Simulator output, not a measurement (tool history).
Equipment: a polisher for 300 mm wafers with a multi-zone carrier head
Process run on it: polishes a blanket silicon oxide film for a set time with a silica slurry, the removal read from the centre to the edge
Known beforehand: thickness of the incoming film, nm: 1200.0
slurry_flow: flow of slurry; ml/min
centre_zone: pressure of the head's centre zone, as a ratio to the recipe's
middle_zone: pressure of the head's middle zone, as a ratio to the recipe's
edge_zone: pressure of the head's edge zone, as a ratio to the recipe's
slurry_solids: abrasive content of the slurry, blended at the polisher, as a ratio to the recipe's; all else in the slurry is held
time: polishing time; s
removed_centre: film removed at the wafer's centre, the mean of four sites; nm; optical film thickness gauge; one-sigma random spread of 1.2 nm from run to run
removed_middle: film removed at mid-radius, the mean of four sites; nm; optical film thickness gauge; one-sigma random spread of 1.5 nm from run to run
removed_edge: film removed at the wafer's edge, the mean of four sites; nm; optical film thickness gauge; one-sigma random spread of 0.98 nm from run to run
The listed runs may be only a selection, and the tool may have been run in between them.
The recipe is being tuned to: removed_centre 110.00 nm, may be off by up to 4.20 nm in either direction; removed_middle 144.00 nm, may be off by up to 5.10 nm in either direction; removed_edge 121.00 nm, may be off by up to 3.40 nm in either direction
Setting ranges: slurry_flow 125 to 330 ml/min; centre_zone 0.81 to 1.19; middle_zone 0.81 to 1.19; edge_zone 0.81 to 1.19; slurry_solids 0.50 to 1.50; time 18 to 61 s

run 1 hour=0.0 | slurry_flow=210 centre_zone=1.00 middle_zone=1.00 edge_zone=1.00 slurry_solids=1.00 time=39 | removed_centre=107.20 removed_middle=109.21 removed_edge=106.97
run 2 hour=3.4 | slurry_flow=220 centre_zone=0.99 middle_zone=1.03 edge_zone=1.01 slurry_solids=1.00 time=39 | removed_centre=108.89 removed_middle=112.67 removed_edge=106.83
run 3 hour=4.1 | slurry_flow=220 centre_zone=0.99 middle_zone=1.03 edge_zone=1.08 slurry_solids=1.00 time=39 | removed_centre=103.86 removed_middle=112.80 removed_edge=111.14
run 4 hour=10.9 | slurry_flow=220 centre_zone=0.99 middle_zone=1.03 edge_zone=1.08 slurry_solids=1.15 time=39 | removed_centre=113.40 removed_middle=118.62 removed_edge=118.06
run 5 hour=15.1 | slurry_flow=220 centre_zone=0.99 middle_zone=1.03 edge_zone=1.08 slurry_solids=1.15 time=49 | removed_centre=141.95 removed_middle=151.31 removed_edge=147.79
run 6 hour=23.6 | slurry_flow=220 centre_zone=0.99 middle_zone=1.03 edge_zone=1.08 slurry_solids=1.20 time=49 | removed_centre=142.55 removed_middle=147.58 removed_edge=151.57
run 7 hour=29.8 | slurry_flow=215 centre_zone=0.97 middle_zone=1.04 edge_zone=1.06 slurry_solids=1.15 time=49 | removed_centre=135.72 removed_middle=150.53 removed_edge=145.59
run 8 hour=35.4 | slurry_flow=210 centre_zone=0.96 middle_zone=1.04 edge_zone=1.03 slurry_solids=1.10 time=49 | removed_centre=131.27 removed_middle=145.32 removed_edge=142.07

Exercise: of the 5 proposed moves below, exactly one satisfies all targets within the stated allowed misses. Which move is it?
run A hour=41.0 | slurry_flow=260 centre_zone=1.13 middle_zone=0.84 edge_zone=0.92 slurry_solids=1.20 time=53 | removed_centre=? removed_middle=? removed_edge=?
run B hour=41.0 | slurry_flow=250 centre_zone=1.06 middle_zone=0.91 edge_zone=1.01 slurry_solids=1.25 time=50 | removed_centre=? removed_middle=? removed_edge=?
run C hour=41.0 | slurry_flow=180 centre_zone=0.90 middle_zone=0.89 edge_zone=1.08 slurry_solids=1.20 time=57 | removed_centre=? removed_middle=? removed_edge=?
run D hour=41.0 | slurry_flow=205 centre_zone=0.89 middle_zone=1.15 edge_zone=0.94 slurry_solids=1.00 time=46 | removed_centre=? removed_middle=? removed_edge=?
run E hour=41.0 | slurry_flow=125 centre_zone=0.83 middle_zone=0.92 edge_zone=1.19 slurry_solids=1.05 time=60 | removed_centre=? removed_middle=? removed_edge=?

move=A removed_centre=182.48 removed_middle=138.37 removed_edge=154.78
move=B removed_centre=162.97 removed_middle=140.84 removed_edge=153.98
move=C removed_centre=147.09 removed_middle=148.10 removed_edge=172.39
move=D removed_centre=112.71 removed_middle=141.97 removed_edge=123.43
move=E removed_centre=124.23 removed_middle=140.95 removed_edge=171.33
A: misses by more than the last run did
B: misses by more than the last run did
C: misses by more than the last run did
D: all results in spec
E: misses by more than the last run did
Correct choice: D, which meets every target
